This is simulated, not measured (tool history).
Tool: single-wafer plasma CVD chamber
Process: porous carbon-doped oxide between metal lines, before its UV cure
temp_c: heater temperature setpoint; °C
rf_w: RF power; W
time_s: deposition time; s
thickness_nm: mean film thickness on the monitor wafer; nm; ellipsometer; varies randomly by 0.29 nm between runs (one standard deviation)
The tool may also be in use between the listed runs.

| run | day | temp_c | rf_w | time_s | thickness_nm |
|---|---|---|---|---|---|
| 1 | 0.000 | 285 | 460 | 16.9 | 89.018 |
| 2 | 0.250 | 285 | 520 | 16.9 | 95.052 |
| 3 | 0.521 | 278 | 520 | 16.9 | 100.550 |
| 4 | 0.600 | 284 | 510 | 16.9 | 95.360 |
| 5 | 0.942 | 284 | 565 | 16.9 | 100.660 |
| 6 | 1.217 | 284 | 510 | 16.9 | 95.115 |

The next listed run, before its measurement:
| 7 | 1.304 | 296 | 435 | 16.7 | ? |

thickness_nm: 78.699 nm
